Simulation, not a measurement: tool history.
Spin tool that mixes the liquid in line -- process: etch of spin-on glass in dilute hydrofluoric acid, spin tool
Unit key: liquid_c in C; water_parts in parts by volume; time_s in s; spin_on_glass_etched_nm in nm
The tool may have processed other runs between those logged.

{"run": 1, "day": 0.0, "liquid_c": 23.0, "water_parts": 235, "time_s": 130, "spin_on_glass_etched_nm": 27.579}
{"run": 2, "day": 0.229, "liquid_c": 23.0, "water_parts": 305, "time_s": 130, "spin_on_glass_etched_nm": 19.533}
{"run": 3, "day": 0.346, "liquid_c": 25.0, "water_parts": 260, "time_s": 130, "spin_on_glass_etched_nm": 25.864}
{"run": 4, "day": 0.638, "liquid_c": 26.5, "water_parts": 225, "time_s": 130, "spin_on_glass_etched_nm": 32.243}
{"run": 5, "day": 0.729, "liquid_c": 26.5, "water_parts": 225, "time_s": 130, "spin_on_glass_etched_nm": 32.566}
{"run": 6, "day": 1.033, "liquid_c": 27.5, "water_parts": 205, "time_s": 130, "spin_on_glass_etched_nm": 38.04}

Estimate the outcome of run 7 from the log above:
{"run": 7, "day": 1.367, "liquid_c": 28.5, "water_parts": 195, "time_s": 130, "spin_on_glass_etched_nm": "?"}

{"run 7": {"spin_on_glass_etched_nm": 41.182}}
